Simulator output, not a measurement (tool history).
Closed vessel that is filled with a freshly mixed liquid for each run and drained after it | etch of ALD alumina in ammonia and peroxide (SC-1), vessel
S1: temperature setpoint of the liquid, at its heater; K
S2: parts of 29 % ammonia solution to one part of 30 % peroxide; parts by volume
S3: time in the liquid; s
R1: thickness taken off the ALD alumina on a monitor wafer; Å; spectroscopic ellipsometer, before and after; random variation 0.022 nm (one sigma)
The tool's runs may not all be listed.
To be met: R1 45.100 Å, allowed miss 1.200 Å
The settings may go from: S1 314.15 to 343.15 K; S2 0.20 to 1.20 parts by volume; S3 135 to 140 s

run,hour,S1,S2,S3,R1
1,0.0,330.15,0.70,135,78.609
2,3.2,325.15,0.70,135,60.658
3,9.1,325.15,0.80,135,61.638
4,13.3,323.15,0.80,135,54.863
5,20.4,323.15,0.65,135,54.317
6,22.4,322.15,0.65,135,51.571
7,23.2,322.15,0.65,135,50.599
8,31.8,322.15,0.65,135,51.019
9,37.1,321.65,0.65,135,49.774
10,40.7,321.15,0.65,135,48.137
11,48.1,320.65,0.65,135,47.160

Which of these 4 next moves meets every target?
A,55.5,320.15,0.60,140,?
B,55.5,320.65,0.45,135,?
C,55.5,319.65,1.05,140,?
D,55.5,320.15,0.70,140,?

move,R1
A,46.798
B,45.157
C,47.990
D,47.489
A: nearer than the last run, and not there yet
B: meets every target
C: further off than the last run
D: further off than the last run
The right move is B.
